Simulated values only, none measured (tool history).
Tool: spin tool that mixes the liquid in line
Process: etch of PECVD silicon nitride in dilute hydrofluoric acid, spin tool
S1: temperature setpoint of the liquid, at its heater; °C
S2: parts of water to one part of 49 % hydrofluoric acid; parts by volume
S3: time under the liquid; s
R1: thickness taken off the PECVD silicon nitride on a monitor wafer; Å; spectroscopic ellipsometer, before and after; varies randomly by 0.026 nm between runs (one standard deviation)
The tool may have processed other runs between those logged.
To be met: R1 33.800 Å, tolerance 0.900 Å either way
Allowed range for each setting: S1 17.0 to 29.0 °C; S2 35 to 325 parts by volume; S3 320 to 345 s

run,day,S1,S2,S3,R1
1,0.000,21.0,180,320,50.450
2,0.279,17.5,180,320,40.008
3,0.429,17.5,135,320,52.296
4,0.508,17.5,135,345,57.208
5,0.821,17.5,135,320,52.859
6,0.921,17.5,150,320,47.049
7,1.242,17.5,160,320,44.502
8,1.542,17.5,170,320,42.031
9,1.896,17.5,175,320,41.033
10,2.262,17.5,180,320,40.213
11,2.583,17.5,185,320,38.999
12,2.650,17.5,190,320,37.632
13,2.696,17.5,195,320,36.868
# day 3.050: hydrofluoric acid flow meter replaced
14,3.050,17.0,200,320,38.032
15,3.329,17.0,200,320,37.221
16,3.646,17.0,205,320,37.255

5 candidate next runs follow, results not yet known. Just one meets every target within its allowed miss. Identify it.
A,3.962,17.0,200,340,?
B,3.962,18.5,210,330,?
C,3.962,18.0,240,340,?
D,3.962,17.0,225,320,?
E,3.962,17.0,205,345,?

move,R1
A,40.358
B,41.321
C,36.225
D,33.935
E,39.994
A: its largest miss is bigger than the last run's
B: its largest miss is bigger than the last run's
C: nearer the targets than the last run, but a result is still out of spec
D: each result inside its tolerance
E: its largest miss is bigger than the last run's
D meets every target.

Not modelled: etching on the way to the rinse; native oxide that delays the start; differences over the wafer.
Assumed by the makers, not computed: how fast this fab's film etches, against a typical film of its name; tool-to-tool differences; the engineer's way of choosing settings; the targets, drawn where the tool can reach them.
